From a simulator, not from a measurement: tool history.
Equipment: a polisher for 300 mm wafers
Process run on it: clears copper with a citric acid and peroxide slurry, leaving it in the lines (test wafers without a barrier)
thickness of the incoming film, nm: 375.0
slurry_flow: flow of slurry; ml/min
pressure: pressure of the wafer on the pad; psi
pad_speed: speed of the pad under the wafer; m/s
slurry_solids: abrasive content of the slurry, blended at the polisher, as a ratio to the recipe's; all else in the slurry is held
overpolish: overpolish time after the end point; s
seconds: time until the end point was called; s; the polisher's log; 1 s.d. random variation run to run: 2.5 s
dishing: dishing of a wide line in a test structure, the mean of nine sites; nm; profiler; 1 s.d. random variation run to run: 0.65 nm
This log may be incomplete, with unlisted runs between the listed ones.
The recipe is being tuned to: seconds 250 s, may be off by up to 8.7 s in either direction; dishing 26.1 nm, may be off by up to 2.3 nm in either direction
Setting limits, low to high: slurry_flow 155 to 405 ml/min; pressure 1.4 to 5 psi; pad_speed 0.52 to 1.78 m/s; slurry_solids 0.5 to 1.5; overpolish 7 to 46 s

run 1 hour=0 | slurry_flow=260 pressure=3.2 pad_speed=1.14 slurry_solids=1 overpolish=24 | seconds=150.27 dishing=36.969
run 2 hour=7.5 | slurry_flow=260 pressure=3 pad_speed=1.14 slurry_solids=1 overpolish=24 | seconds=158.76 dishing=33.667
run 3 hour=12.3 | slurry_flow=260 pressure=2.9 pad_speed=1.14 slurry_solids=1 overpolish=25 | seconds=166.33 dishing=35.826
run 4 hour=15.3 | slurry_flow=260 pressure=2.9 pad_speed=1.14 slurry_solids=1 overpolish=32 | seconds=163.57 dishing=43.492
run 5 hour=16.8 | slurry_flow=260 pressure=2.9 pad_speed=0.86 slurry_solids=1 overpolish=32 | seconds=214.72 dishing=36.611
run 6 hour=21.2 | slurry_flow=305 pressure=2.9 pad_speed=0.86 slurry_solids=1 overpolish=32 | seconds=208.56 dishing=34.752
run 7 hour=28.8 | slurry_flow=305 pressure=2.8 pad_speed=0.86 slurry_solids=1 overpolish=32 | seconds=218.82 dishing=34.69
run 8 hour=35.9 | slurry_flow=305 pressure=2.8 pad_speed=0.86 slurry_solids=1 overpolish=31 | seconds=215.98 dishing=35.732
run 9 hour=37.1 | slurry_flow=305 pressure=2.8 pad_speed=0.86 slurry_solids=1 overpolish=30 | seconds=218.45 dishing=32.578
run 10 hour=45.1 | slurry_flow=305 pressure=2.6 pad_speed=0.86 slurry_solids=1 overpolish=28 | seconds=234.13 dishing=28.357

Exactly one of the 4 candidate moves below puts every result within its allowed miss. Which one?
run A hour=53.1 | slurry_flow=280 pressure=2.7 pad_speed=0.84 slurry_solids=0.95 overpolish=26 | seconds=? dishing=?
run B hour=53.1 | slurry_flow=250 pressure=2.5 pad_speed=0.84 slurry_solids=1.15 overpolish=33 | seconds=? dishing=?
run C hour=53.1 | slurry_flow=290 pressure=3.1 pad_speed=0.84 slurry_solids=0.9 overpolish=24 | seconds=? dishing=?
run D hour=53.1 | slurry_flow=345 pressure=2.3 pad_speed=0.92 slurry_solids=0.95 overpolish=26 | seconds=? dishing=?

move=A seconds=233.02 dishing=26.176
move=B seconds=239.97 dishing=31.126
move=C seconds=206.82 dishing=27.266
move=D seconds=244.85 dishing=24.862
A: the biggest miss grows against the last run
B: the biggest miss grows against the last run
C: the biggest miss grows against the last run
D: every result within its allowed miss
The move that meets every target is D.
